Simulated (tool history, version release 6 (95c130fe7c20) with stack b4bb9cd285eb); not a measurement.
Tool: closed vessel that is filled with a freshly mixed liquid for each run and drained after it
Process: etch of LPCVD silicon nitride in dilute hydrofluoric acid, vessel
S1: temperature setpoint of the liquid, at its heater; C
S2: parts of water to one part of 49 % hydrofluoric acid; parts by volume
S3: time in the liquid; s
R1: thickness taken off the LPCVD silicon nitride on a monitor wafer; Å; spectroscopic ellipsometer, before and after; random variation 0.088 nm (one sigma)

| run | hour | S1 | S2 | S3 | R1 |
|---|---|---|---|---|---|
| 1 | 0.0 | 21.0 | 270 | 2735 | 43.309 |
| 2 | 2.3 | 18.5 | 270 | 2735 | 36.173 |
| 3 | 10.9 | 20.0 | 270 | 2735 | 40.341 |
| 4 | 13.6 | 21.5 | 270 | 2735 | 43.838 |
| 5 | 23.3 | 22.5 | 265 | 2735 | 46.650 |
| 6 | 28.5 | 22.5 | 265 | 2940 | 51.065 |

The next listed run, before its measurement:
| 7 | 32.3 | 23.5 | 265 | 2940 | ? |

Run 7 gave R1 54.882 Å.
